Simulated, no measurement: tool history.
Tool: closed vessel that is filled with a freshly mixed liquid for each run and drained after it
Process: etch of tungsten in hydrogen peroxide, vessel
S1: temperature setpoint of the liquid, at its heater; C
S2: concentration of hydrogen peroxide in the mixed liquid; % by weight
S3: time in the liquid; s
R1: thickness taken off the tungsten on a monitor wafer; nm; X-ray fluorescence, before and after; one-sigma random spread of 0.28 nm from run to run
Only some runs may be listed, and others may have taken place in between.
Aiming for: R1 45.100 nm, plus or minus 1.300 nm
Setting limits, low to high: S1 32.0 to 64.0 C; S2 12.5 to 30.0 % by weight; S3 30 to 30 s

run	day	S1	S2	S3	R1
1	0.000	48.0	23.5	30	26.527
2	0.154	50.0	23.5	30	29.855
3	0.325	52.0	23.5	30	33.510
4	0.417	52.0	23.5	30	33.606
5	0.467	53.5	23.5	30	36.759
6	0.800	53.5	26.0	30	39.084
7	1.121	54.0	26.0	30	39.950
8	1.417	54.5	26.0	30	41.043
9	1.554	55.0	26.0	30	42.408
10	1.621	55.5	26.0	30	43.956

Below are 5 possible settings for the next run. Only one of them brings all results inside the allowed miss of their targets. Which is it?
A	1.688	54.5	27.0	30	?
B	1.688	54.5	26.0	30	?
C	1.688	56.5	20.5	30	?
D	1.688	55.5	27.5	30	?
E	1.688	54.5	27.5	30	?

move	R1
A	41.620
B	40.842
C	40.815
D	44.568
E	42.003
A: lands further from the targets than the last run did
B: lands further from the targets than the last run did
C: lands further from the targets than the last run did
D: all results land within tolerance of their targets
E: lands further from the targets than the last run did
D is the move that brings every result within its allowed miss.
